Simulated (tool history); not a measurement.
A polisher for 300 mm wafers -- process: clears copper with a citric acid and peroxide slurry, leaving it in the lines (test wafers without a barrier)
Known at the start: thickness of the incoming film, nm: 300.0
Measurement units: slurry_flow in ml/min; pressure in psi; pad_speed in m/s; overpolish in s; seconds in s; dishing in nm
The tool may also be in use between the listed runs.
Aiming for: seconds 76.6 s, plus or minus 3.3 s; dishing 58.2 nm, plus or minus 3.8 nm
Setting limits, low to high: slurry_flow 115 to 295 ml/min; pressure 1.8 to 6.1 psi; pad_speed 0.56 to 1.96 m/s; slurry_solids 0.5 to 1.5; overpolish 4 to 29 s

run    day  slurry_flow  pressure  pad_speed  slurry_solids  overpolish  seconds  dishing
  1      0          190       3.9       1.26              1          15   69.789   41.994
  2  0.038          190       3.9       1.26              1          10   72.217   29.902
  3  0.254          175       3.9       1.26              1          10   74.383   29.796
  4  0.388          165       3.9       1.26              1          13   71.122   37.673
  5  0.658          185       3.9       1.26              1          13   71.129   36.403
  6  0.762          180       3.8       1.26              1          15   73.796   39.071
  7  1.108          175       3.8       1.26              1          17   73.959   45.048
  8  1.242          170       3.8       1.26              1          18   73.249   46.934
  9  1.362          170       3.8       1.26              1          19   74.028   49.358
 10  1.404          170       3.8       1.26              1          20   73.894   51.168
 11  1.733          170       3.8       1.26              1          21   75.108   52.322

Which single option among these 4 for the next run brings every result within its allowed miss of target? Just one does.
  A  2.062          155       4.2        1.2           1.15          18        ?        ?
  B  2.062          165       3.9       1.32              1          18        ?        ?
  C  2.062          135       3.4       1.38              1          24        ?        ?
  D  2.062          155       3.5       1.32           0.95          21        ?        ?

move  seconds  dishing
   A   69.361   51.156
   B    69.57   50.804
   C   76.714    58.24
   D   77.661    52.24
A: the biggest miss grows against the last run
B: the biggest miss grows against the last run
C: all results in spec
D: about as far from the targets as the last run
Correct choice: C, which meets every target
